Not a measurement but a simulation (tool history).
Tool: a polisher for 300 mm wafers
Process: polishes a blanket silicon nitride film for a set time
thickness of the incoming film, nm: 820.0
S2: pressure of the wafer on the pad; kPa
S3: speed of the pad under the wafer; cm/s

{"run": 1, "day": 0.0, "flow of slurry (ml/min)": 180, "S2": 16.5, "S3": 130, "polishing time (s)": 49, "film removed (Å)": 842.23}
{"run": 2, "day": 0.117, "flow of slurry (ml/min)": 180, "S2": 16.5, "S3": 114, "polishing time (s)": 49, "film removed (Å)": 767.53}
{"run": 3, "day": 0.2, "flow of slurry (ml/min)": 195, "S2": 18.6, "S3": 114, "polishing time (s)": 49, "film removed (Å)": 864.02}
{"run": 4, "day": 0.383, "flow of slurry (ml/min)": 195, "S2": 18.6, "S3": 114, "polishing time (s)": 49, "film removed (Å)": 867.82}
{"run": 5, "day": 0.7, "flow of slurry (ml/min)": 195, "S2": 20.7, "S3": 114, "polishing time (s)": 49, "film removed (Å)": 950.98}
{"run": 6, "day": 0.962, "flow of slurry (ml/min)": 195, "S2": 20.7, "S3": 114, "polishing time (s)": 49, "film removed (Å)": 952.75}
{"run": 7, "day": 1.338, "flow of slurry (ml/min)": 210, "S2": 22.1, "S3": 116, "polishing time (s)": 49, "film removed (Å)": 1056.4}
{"run": 8, "day": 1.462, "flow of slurry (ml/min)": 220, "S2": 22.8, "S3": 116, "polishing time (s)": 49, "film removed (Å)": 1068.5}
{"run": 9, "day": 1.825, "flow of slurry (ml/min)": 220, "S2": 23.4, "S3": 120, "polishing time (s)": 49, "film removed (Å)": 1131.6}

Forecast run 10:
{"run": 10, "day": 2.138, "flow of slurry (ml/min)": 220, "S2": 24.1, "S3": 124, "polishing time (s)": 49, "film removed (Å)": "?"}

Run 10 gave film removed (Å) 1206.10.
